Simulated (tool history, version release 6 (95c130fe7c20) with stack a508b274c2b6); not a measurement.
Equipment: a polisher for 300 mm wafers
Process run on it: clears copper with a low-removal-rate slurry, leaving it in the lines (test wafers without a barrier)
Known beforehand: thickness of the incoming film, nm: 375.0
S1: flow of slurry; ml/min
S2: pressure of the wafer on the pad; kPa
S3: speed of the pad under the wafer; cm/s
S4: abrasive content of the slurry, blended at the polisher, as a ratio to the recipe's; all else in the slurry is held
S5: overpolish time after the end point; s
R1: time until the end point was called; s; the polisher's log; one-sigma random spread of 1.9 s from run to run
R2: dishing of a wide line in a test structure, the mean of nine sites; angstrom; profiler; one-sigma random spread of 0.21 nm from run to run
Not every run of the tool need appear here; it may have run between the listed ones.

| run | hour | S1 | S2 | S3 | S4 | S5 | R1 | R2 |
|---|---|---|---|---|---|---|---|---|
| 1 | 0.0 | 220 | 20.7 | 98 | 1.0 | 18 | 137.83 | 280.64 |
| 2 | 4.7 | 220 | 20.7 | 110 | 1.0 | 18 | 124.43 | 297.05 |
| 3 | 12.4 | 220 | 20.7 | 110 | 0.9 | 18 | 126.65 | 296.83 |
| 4 | 15.5 | 220 | 18.6 | 110 | 0.9 | 17 | 141.30 | 259.21 |
| 5 | 16.3 | 195 | 18.6 | 110 | 0.9 | 17 | 141.66 | 255.25 |
| 6 | 22.8 | 195 | 17.2 | 110 | 0.9 | 16 | 154.86 | 227.50 |
| 7 | 29.5 | 190 | 16.5 | 110 | 0.9 | 16 | 159.18 | 224.47 |
| 8 | 31.8 | 190 | 15.9 | 110 | 0.9 | 16 | 167.56 | 213.03 |

Run 9, settings as shown, results not yet in. Your forecast:
| 9 | 34.3 | 190 | 15.2 | 110 | 0.9 | 16 | ? | ? |

For run 9 the tool returned R1 173.99 s, R2 205.94 angstrom.

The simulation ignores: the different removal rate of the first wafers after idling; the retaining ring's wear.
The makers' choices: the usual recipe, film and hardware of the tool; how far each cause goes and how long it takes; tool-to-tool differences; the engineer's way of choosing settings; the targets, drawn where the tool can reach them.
